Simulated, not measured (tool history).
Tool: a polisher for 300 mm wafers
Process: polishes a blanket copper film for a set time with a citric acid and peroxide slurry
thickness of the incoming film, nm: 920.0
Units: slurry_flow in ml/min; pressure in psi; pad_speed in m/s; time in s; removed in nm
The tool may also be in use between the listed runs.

run    day  slurry_flow  pressure  pad_speed  slurry_solids  time  removed
  1      0          275         4       0.98              1    30   95.786
  2   0.05          240         4       0.98              1    30   94.171
  3  0.108          240         4       0.74              1    30   71.343
  4  0.329          240       3.2       0.74              1    30   58.969
  5  0.671          245       3.5       0.74              1    30   62.474
  6  0.962          245       2.9       0.74              1    30   53.412
  7   1.05          250         4       0.76              1    30   73.201

Run 8 comes next. What will it give?
  8  1.221          250       4.1       0.76              1    30        ?

{"run 8": {"removed": 75.715}}

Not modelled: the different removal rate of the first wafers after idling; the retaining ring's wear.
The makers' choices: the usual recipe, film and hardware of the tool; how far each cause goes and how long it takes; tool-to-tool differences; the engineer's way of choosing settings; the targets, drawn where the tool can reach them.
